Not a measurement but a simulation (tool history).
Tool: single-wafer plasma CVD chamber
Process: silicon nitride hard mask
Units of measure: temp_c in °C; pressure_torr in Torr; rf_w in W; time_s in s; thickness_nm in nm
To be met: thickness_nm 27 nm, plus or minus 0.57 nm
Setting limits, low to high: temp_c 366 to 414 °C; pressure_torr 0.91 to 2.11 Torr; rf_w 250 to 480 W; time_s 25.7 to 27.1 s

run	hour	temp_c	pressure_torr	rf_w	time_s	thickness_nm
1	0	390	1.51	365	27.1	35.018
2	8.1	390	1.36	335	26.9	31.473
3	12.5	390	1.36	335	25.7	30.111
4	20.8	390	1.36	370	25.7	32.113
5	27	390	1.36	370	25.7	32.029
6	34.9	390	1.36	370	25.7	32.239
7	36.2	391	1.06	310	25.7	25.833
8	42.1	391	1.1	310	25.7	26.147

Which single option among these 4 for the next run brings every result within its allowed miss of target? Just one does.
A	48	386	1.17	310	25.7	?
B	48	397	1.4	280	27.1	?
C	48	386	1.13	315	27.1	?
D	48	393	0.96	310	25.7	?

move	thickness_nm
A	26.865
B	28.02
C	28.238
D	24.545
A: all results land within tolerance of their targets
B: the result that was furthest off in the last run now lies on the other side of its target
C: the result that was furthest off in the last run now lies on the other side of its target
D: further off than the last run
A meets every target.

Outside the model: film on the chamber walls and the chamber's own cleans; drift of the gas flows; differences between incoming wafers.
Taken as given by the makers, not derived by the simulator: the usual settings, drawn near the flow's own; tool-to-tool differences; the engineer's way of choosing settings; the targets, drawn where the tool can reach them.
